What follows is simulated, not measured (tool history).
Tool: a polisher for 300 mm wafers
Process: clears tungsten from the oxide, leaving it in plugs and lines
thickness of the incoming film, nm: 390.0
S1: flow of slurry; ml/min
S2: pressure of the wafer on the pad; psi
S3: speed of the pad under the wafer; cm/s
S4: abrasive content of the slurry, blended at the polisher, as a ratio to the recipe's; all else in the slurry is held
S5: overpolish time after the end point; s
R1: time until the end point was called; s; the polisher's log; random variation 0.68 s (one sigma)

| run | hour | S1 | S2 | S3 | S4 | S5 | R1 |
|---|---|---|---|---|---|---|---|
| 1 | 0.0 | 300 | 4.0 | 122 | 1.00 | 51 | 58.733 |
| 2 | 2.7 | 300 | 4.0 | 122 | 1.00 | 54 | 59.453 |
| 3 | 4.4 | 300 | 4.0 | 96 | 1.00 | 54 | 74.687 |
| 4 | 10.0 | 300 | 4.0 | 96 | 1.15 | 54 | 71.720 |
| 5 | 14.7 | 300 | 4.0 | 96 | 1.05 | 54 | 73.918 |
| 6 | 22.1 | 300 | 4.0 | 84 | 1.05 | 54 | 81.637 |

Forecast run 7:
| 7 | 24.3 | 300 | 4.1 | 84 | 1.05 | 54 | ? |

Run 7 gave R1 81.220 s.
